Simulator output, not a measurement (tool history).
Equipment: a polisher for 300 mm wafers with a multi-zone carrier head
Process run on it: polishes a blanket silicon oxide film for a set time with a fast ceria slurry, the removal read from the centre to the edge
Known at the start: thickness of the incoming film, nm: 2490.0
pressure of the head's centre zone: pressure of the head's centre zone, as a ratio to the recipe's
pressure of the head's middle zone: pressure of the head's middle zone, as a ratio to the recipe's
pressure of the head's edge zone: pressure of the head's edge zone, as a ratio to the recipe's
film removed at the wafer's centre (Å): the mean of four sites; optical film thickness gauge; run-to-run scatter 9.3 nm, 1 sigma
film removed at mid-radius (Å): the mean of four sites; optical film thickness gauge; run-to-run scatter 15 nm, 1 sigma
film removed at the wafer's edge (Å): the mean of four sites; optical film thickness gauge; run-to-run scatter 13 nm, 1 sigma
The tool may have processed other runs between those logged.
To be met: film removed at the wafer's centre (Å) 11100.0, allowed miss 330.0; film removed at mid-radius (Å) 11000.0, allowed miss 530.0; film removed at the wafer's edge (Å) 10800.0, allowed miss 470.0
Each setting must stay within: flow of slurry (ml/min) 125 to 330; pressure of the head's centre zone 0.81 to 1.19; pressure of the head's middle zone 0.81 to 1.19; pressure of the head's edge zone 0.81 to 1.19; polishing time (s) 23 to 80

run  hour  flow of slurry (ml/min)  pressure of the head's centre zone  pressure of the head's middle zone  pressure of the head's edge zone  polishing time (s)  film removed at the wafer's centre (Å)  film removed at mid-radius (Å)  film removed at the wafer's edge (Å)
  1   0.0                      210                                1.00                                1.00                              1.00                  51                                  9187.3                          8999.6                                9006.3
  2   7.5                      215                                1.01                                1.01                              1.02                  52                                  9569.8                          9260.7                                9206.3
  3  12.4                      215                                1.07                                1.01                              1.02                  52                                 10024.0                          8966.8                                9309.2
  4  14.8                      215                                0.99                                1.01                              1.02                  52                                  9372.6                          9243.5                                9368.8
  5  16.8                      215                                0.94                                1.01                              1.02                  52                                  8907.9                          9179.0                                9500.3
  6  21.3                      220                                0.95                                1.02                              1.03                  53                                  9154.4                          9468.1                                9637.8
  7  23.9                      225                                0.96                                1.03                              1.04                  54                                  9465.0                          9862.7                                9834.6
  8  27.5                      230                                0.97                                1.03                              1.05                  54                                  9596.7                          9974.7                                9981.1
  9  35.2                      235                                0.98                                1.03                              1.06                  54                                  9813.1                          9883.6                                9855.0
 10  43.9                      235                                0.98                                1.03                              1.06                  55                                  9815.5                         10169.0                               10322.0
 11  49.7                      240                                0.99                                1.03                              1.06                  55                                  9977.0                         10058.0                               10212.0
 12  58.0                      240                                1.00                                1.04                              1.06                  55                                  9941.3                          9995.2                               10138.0

Exercise: of the 4 proposed moves below, exactly one satisfies all targets within the stated allowed misses. Which move is it?
  A  66.3                      265                                0.89                                0.91                              1.19                  55                                       ?                               ?                                     ?
  B  66.3                      255                                1.05                                1.09                              1.11                  57                                       ?                               ?                                     ?
  C  66.3                      245                                1.00                                0.83                              1.16                  59                                       ?                               ?                                     ?
  D  66.3                      255                                0.97                                1.05                              1.18                  49                                       ?                               ?                                     ?

move  film removed at the wafer's centre (Å)  film removed at mid-radius (Å)  film removed at the wafer's edge (Å)
   A                                  9026.7                          9266.3                               11021.0
   B                                 11010.0                         11124.0                               11009.0
   C                                 10770.0                          9122.2                               11617.0
   D                                  8735.6                          9265.6                                9730.0
A: further off than the last run
B: in spec on every target
C: brings the last run's worst result on target, with another outside its allowed miss
D: further off than the last run
The right move is B.
